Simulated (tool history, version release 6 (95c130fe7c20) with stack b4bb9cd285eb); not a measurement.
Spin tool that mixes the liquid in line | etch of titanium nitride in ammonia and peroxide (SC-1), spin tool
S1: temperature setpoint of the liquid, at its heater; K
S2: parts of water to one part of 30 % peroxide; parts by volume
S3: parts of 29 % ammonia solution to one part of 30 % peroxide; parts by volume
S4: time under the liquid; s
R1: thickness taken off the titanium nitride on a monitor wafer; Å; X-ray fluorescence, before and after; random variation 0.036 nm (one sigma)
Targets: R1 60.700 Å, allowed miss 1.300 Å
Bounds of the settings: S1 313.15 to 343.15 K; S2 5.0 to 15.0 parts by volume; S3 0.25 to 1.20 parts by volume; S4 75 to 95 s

run	day	S1	S2	S3	S4	R1
1	0.000	329.15	8.5	0.95	95	128.550
2	0.142	327.15	8.5	0.95	95	112.220
3	0.258	327.15	8.5	1.20	95	116.080
4	0.300	327.15	10.0	1.20	95	107.740
5	0.525	327.15	10.0	0.95	95	103.620
6	0.742	327.15	8.0	0.95	95	116.380
7	0.883	319.15	8.0	0.95	95	66.554
8	1.188	318.65	8.0	0.95	95	63.894

5 next moves are on the table. One of them brings every result within its allowed miss. Which?
A	1.492	319.15	7.0	0.70	95	?
B	1.492	321.65	5.5	0.25	80	?
C	1.492	319.15	6.0	1.10	75	?
D	1.492	321.15	7.5	0.50	90	?
E	1.492	318.65	8.0	0.50	95	?

move	R1
A	67.360
B	64.329
C	60.584
D	67.468
E	57.725
A: further off than the last run
B: further off than the last run
C: meets every target
D: further off than the last run
E: takes the result that was furthest off past its target
The right move is C.
